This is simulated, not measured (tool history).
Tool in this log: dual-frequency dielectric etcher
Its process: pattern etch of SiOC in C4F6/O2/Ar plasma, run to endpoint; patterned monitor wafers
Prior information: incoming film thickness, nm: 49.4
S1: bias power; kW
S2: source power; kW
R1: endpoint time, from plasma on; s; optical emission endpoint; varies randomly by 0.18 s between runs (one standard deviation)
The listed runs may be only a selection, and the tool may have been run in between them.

run,hour,S1,S2,R1
1,0,0.395,0.44,16.723
2,7,0.395,0.38,17.759
3,7.9,0.377,0.37,18.572
4,16.2,0.377,0.42,17.49
5,19.1,0.428,0.42,16.375
6,24,0.407,0.4,17.387
7,31.6,0.407,0.4,17.275
8,38.6,0.328,0.31,21.861
9,41.4,0.322,0.31,21.74
10,45,0.315,0.31,21.937
11,51.4,0.309,0.31,21.828
12,59.5,0.302,0.31,22.467
13,66,0.251,0.3,24.758
14,74.2,0.253,0.3,24.621
15,81.6,0.255,0.3,24.71
16,83.4,0.287,0.31,22.9
17,92,0.284,0.31,23.008
18,98.7,0.284,0.31,23.14
19,103.1,0.282,0.31,23.01

Run 20 has not been measured yet. What should we expect?
20,104.2,0.279,0.31,?

{"run 20": {"R1": 23.254}}
